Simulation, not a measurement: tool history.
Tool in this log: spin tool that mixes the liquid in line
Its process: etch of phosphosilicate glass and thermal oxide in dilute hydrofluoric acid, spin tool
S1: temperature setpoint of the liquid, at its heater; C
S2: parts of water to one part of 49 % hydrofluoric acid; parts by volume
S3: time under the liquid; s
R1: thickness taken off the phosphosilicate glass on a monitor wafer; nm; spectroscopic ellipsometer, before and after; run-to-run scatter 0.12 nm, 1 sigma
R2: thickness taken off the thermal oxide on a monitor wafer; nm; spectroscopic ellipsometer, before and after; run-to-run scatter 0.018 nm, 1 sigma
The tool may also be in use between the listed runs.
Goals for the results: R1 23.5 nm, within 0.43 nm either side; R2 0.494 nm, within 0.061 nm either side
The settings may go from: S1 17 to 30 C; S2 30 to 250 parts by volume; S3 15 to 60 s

run,hour,S1,S2,S3,R1,R2
1,0,22,140,30,37.077,0.70862
2,3.2,22,95,30,56.837,1.2536
3,9.9,20.5,115,30,43.083,0.87581
4,10.9,19.5,130,30,36.26,0.80194
5,12.2,19,140,30,32.413,0.65773
6,18.7,19,175,30,25.129,0.57416
7,24.7,18.5,175,30,24.543,0.52299
8,30.7,18.5,175,30,24.509,0.53311
9,34.2,18.5,175,30,24.658,0.50006

Next run, 4 choices. One meets every target within its allowed miss, the rest don't. Which?
A,37.7,18,250,45,?,?
B,37.7,22.5,250,40,?,?
C,37.7,23,230,35,?,?
D,37.7,25,215,30,?,?

move,R1,R2
A,23.289,0.49942
B,24.446,0.52423
C,24.186,0.51865
D,24.235,0.51969
A: in spec on every target
B: gains on the last run, yet a result remains outside its allowed miss
C: gains on the last run, yet a result remains outside its allowed miss
D: gains on the last run, yet a result remains outside its allowed miss
Correct choice: A, which meets every target
